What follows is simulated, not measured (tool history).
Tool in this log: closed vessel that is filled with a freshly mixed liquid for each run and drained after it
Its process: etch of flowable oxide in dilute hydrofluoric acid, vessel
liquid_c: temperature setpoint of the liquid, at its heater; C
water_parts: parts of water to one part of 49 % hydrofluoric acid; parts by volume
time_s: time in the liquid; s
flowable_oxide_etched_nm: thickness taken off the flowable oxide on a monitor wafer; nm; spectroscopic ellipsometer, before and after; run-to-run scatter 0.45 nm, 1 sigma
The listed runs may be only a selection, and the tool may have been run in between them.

run 1 hour=0 | liquid_c=21 water_parts=190 time_s=325 | flowable_oxide_etched_nm=59.873
run 2 hour=6.4 | liquid_c=21 water_parts=230 time_s=325 | flowable_oxide_etched_nm=47.408
run 3 hour=13.4 | liquid_c=21 water_parts=200 time_s=325 | flowable_oxide_etched_nm=56.902
run 4 hour=18.5 | liquid_c=21 water_parts=260 time_s=325 | flowable_oxide_etched_nm=40.903
run 5 hour=19.9 | liquid_c=22.5 water_parts=260 time_s=325 | flowable_oxide_etched_nm=42.993
run 6 hour=24.4 | liquid_c=24 water_parts=260 time_s=325 | flowable_oxide_etched_nm=45.878

What does the tool deliver on the next run?
run 7 hour=31.5 | liquid_c=25 water_parts=260 time_s=325 | flowable_oxide_etched_nm=?

flowable_oxide_etched_nm: 47.471 nm
